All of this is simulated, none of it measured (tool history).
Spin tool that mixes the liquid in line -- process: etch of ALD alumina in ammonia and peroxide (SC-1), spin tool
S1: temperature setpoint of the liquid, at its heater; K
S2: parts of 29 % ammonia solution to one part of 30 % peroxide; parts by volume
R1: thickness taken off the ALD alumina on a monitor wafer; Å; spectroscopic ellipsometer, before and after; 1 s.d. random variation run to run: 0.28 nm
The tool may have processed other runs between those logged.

Run 1, day 0: S1 333.15 K, S2 0.65 parts by volume, time under the liquid (s) 270. Result: R1 370.49 Å.
Run 2, day 0.146: S1 333.15 K, S2 0.65 parts by volume, time under the liquid (s) 270. Result: R1 373.38 Å.
Run 3, day 0.275: S1 333.15 K, S2 0.65 parts by volume, time under the liquid (s) 270. Result: R1 374.34 Å.
Run 4, day 0.321: S1 333.15 K, S2 0.55 parts by volume, time under the liquid (s) 270. Result: R1 368.1 Å.
Run 5, day 0.404: S1 334.65 K, S2 0.55 parts by volume, time under the liquid (s) 270. Result: R1 397.21 Å.
Run 6, day 0.508: S1 335.65 K, S2 0.55 parts by volume, time under the liquid (s) 270. Result: R1 419.19 Å.
Run 7, day 0.592: S1 336.65 K, S2 0.55 parts by volume, time under the liquid (s) 270. Result: R1 437.32 Å.
Run 8, day 0.95: S1 337.65 K, S2 0.55 parts by volume, time under the liquid (s) 270. Result: R1 460.34 Å.
Run 9, day 1.179: S1 338.15 K, S2 0.55 parts by volume, time under the liquid (s) 270. Result: R1 473.07 Å.
Run 10, day 1.496: S1 338.65 K, S2 0.55 parts by volume, time under the liquid (s) 270. Result: R1 483.94 Å.
Run 11, day 1.812: S1 339.15 K, S2 0.55 parts by volume, time under the liquid (s) 270. Result: R1 496.44 Å.

Forecast run 12:
Run 12, day 2.162: S1 339.65 K, S2 0.55 parts by volume, time under the liquid (s) 270. Result: R1 ?.

Run 12 gave R1 504.72 Å.
